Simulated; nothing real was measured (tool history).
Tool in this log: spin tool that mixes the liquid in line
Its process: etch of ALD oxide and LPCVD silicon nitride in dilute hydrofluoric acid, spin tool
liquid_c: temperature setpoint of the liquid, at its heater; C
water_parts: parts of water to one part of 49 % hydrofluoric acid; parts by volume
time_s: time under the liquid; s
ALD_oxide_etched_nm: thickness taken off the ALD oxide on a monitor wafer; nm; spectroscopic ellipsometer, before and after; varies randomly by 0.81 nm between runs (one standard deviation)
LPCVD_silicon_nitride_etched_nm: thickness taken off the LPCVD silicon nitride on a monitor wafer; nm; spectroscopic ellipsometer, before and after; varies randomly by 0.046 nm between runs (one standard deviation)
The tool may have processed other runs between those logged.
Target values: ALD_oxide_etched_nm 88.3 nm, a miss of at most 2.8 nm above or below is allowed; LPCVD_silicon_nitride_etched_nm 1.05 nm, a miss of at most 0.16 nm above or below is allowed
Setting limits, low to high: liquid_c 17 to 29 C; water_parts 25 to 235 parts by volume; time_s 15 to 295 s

run,day,liquid_c,water_parts,time_s,ALD_oxide_etched_nm,LPCVD_silicon_nitride_etched_nm
1,0,21,130,150,33.876,0.49135
2,0.192,21,130,120,28.152,0.40475
3,0.479,24,130,120,30.849,0.46449
4,0.788,24,130,155,40.499,0.62792
5,0.817,22.5,130,155,38.479,0.59342
6,0.871,23.5,105,150,48.32,0.7327
7,1.104,24,90,150,58.931,0.90379
8,1.188,24,80,150,68.546,0.91644
9,1.412,24.5,75,145,70.686,1.0671
10,1.783,24,70,145,75.965,1.0732
11,1.917,23.5,65,145,78.887,1.12

Exercise: of the 4 proposed moves below, exactly one satisfies all targets within the stated allowed misses. Which move is it?
A,2.05,18.5,45,135,?,?
B,2.05,28.5,130,220,?,?
C,2.05,27.5,110,195,?,?
D,2.05,27,110,195,?,?

move,ALD_oxide_etched_nm,LPCVD_silicon_nitride_etched_nm
A,88.516,1.0168
B,67.153,1.1362
C,69.545,1.1177
D,68.231,1.0826
A: all results in spec
B: the biggest miss grows against the last run
C: the biggest miss grows against the last run
D: the biggest miss grows against the last run
Correct choice: A, which meets every target

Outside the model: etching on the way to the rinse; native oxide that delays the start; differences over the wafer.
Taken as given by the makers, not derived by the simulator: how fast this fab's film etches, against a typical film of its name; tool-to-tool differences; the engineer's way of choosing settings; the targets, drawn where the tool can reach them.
